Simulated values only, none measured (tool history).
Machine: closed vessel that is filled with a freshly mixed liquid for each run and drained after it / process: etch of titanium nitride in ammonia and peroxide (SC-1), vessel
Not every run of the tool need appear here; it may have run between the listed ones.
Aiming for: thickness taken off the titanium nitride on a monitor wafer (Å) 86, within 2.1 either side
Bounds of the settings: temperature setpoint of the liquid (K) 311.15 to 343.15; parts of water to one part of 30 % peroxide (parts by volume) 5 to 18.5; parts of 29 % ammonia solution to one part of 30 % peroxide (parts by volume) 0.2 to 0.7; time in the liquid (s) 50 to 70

run	hour	temperature setpoint of the liquid (K)	parts of water to one part of 30 % peroxide (parts by volume)	parts of 29 % ammonia solution to one part of 30 % peroxide (parts by volume)	time in the liquid (s)	thickness taken off the titanium nitride on a monitor wafer (Å)
1	0	327.15	10.5	0.4	70	60.639
2	7	328.65	10.5	0.4	70	67.023
3	15.9	328.65	13.5	0.4	70	58.586
4	22.9	322.65	13.5	0.4	70	38.591
5	25.7	322.65	13.5	0.4	70	38.859
6	34.5	325.65	13.5	0.4	70	47.588
7	43.5	328.15	13.5	0.4	70	56.718
# hour 51.1: new drum of ammonia solution connected
8	51.1	329.65	13.5	0.4	70	63.869
9	52.8	329.65	13.5	0.4	70	64.153
10	61.5	330.65	13.5	0.4	70	68.46
11	62.9	334.65	13.5	0.4	70	88.505

Next run, 5 choices. One meets every target within its allowed miss, the rest don't. Which?
A	64.3	335.65	11.5	0.5	60	?
B	64.3	339.15	15.5	0.3	55	?
C	64.3	333.15	13.5	0.45	70	?
D	64.3	340.65	15	0.35	50	?
E	64.3	334.65	16.5	0.45	70	?

move	thickness taken off the titanium nitride on a monitor wafer (Å)
A	92.671
B	82.247
C	82.732
D	86.143
E	81.759
A: the biggest miss grows against the last run
B: takes the biggest miss from the last run beyond its target
C: takes the biggest miss from the last run beyond its target
D: all results in spec
E: takes the biggest miss from the last run beyond its target
So the answer is move D, the one that meets all the targets.
